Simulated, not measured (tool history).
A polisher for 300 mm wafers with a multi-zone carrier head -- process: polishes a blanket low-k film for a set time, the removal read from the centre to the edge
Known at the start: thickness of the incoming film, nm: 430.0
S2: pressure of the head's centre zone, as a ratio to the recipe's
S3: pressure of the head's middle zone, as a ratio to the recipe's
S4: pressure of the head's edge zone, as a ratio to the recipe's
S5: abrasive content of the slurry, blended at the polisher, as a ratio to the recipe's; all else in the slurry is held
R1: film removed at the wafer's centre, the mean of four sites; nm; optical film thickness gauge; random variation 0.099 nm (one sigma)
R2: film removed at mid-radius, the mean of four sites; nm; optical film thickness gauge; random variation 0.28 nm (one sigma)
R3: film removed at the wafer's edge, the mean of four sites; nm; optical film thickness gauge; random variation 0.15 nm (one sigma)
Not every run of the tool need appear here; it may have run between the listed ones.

Run 1, hour 0.0: flow of slurry (ml/min) 280, S2 1.00, S3 1.00, S4 1.00, S5 1.00, polishing time (s) 78. Result: R1 21.745 nm, R2 22.565 nm, R3 21.762 nm.
Run 2, hour 7.7: flow of slurry (ml/min) 265, S2 0.94, S3 0.99, S4 0.98, S5 0.90, polishing time (s) 78. Result: R1 18.637 nm, R2 19.728 nm, R3 19.774 nm.
Run 3, hour 16.6: flow of slurry (ml/min) 265, S2 0.88, S3 0.99, S4 0.98, S5 0.90, polishing time (s) 78. Result: R1 17.341 nm, R2 20.492 nm, R3 19.799 nm.
Run 4, hour 25.0: flow of slurry (ml/min) 265, S2 0.95, S3 0.99, S4 0.98, S5 0.90, polishing time (s) 78. Result: R1 18.816 nm, R2 20.484 nm, R3 19.658 nm.
Run 5, hour 27.3: flow of slurry (ml/min) 265, S2 0.92, S3 0.99, S4 0.98, S5 0.90, polishing time (s) 78. Result: R1 18.170 nm, R2 20.502 nm, R3 19.623 nm.
Run 6, hour 32.5: flow of slurry (ml/min) 265, S2 0.92, S3 1.06, S4 0.98, S5 0.90, polishing time (s) 78. Result: R1 18.294 nm, R2 21.352 nm, R3 20.010 nm.
Run 7, hour 39.7: flow of slurry (ml/min) 245, S2 0.89, S3 1.04, S4 0.97, S5 0.90, polishing time (s) 78. Result: R1 17.606 nm, R2 20.857 nm, R3 19.296 nm.
Run 8, hour 44.2: flow of slurry (ml/min) 245, S2 0.89, S3 1.04, S4 0.97, S5 0.90, polishing time (s) 78. Result: R1 17.372 nm, R2 20.623 nm, R3 19.306 nm.
Run 9, hour 51.3: flow of slurry (ml/min) 225, S2 0.87, S3 1.03, S4 0.97, S5 0.90, polishing time (s) 78. Result: R1 16.912 nm, R2 19.826 nm, R3 19.557 nm.
Run 10, hour 53.1: flow of slurry (ml/min) 220, S2 0.85, S3 1.03, S4 0.95, S5 0.90, polishing time (s) 78. Result: R1 16.430 nm, R2 20.022 nm, R3 18.812 nm.
At hour 55.7: slurry nozzle cleaned.
Run 11, hour 55.7: flow of slurry (ml/min) 210, S2 0.84, S3 1.03, S4 0.95, S5 0.90, polishing time (s) 78. Result: R1 16.791 nm, R2 20.463 nm, R3 19.627 nm.
Run 12, hour 63.8: flow of slurry (ml/min) 210, S2 0.83, S3 1.03, S4 0.95, S5 0.85, polishing time (s) 78. Result: R1 15.810 nm, R2 20.455 nm, R3 18.642 nm.

Forecast run 13:
Run 13, hour 64.7: flow of slurry (ml/min) 200, S2 0.83, S3 1.01, S4 0.95, S5 0.85, polishing time (s) 78. Result: R1 ?, R2 ?, R3 ?.

R1: 15.634 nm
R2: 19.654 nm
R3: 18.270 nm
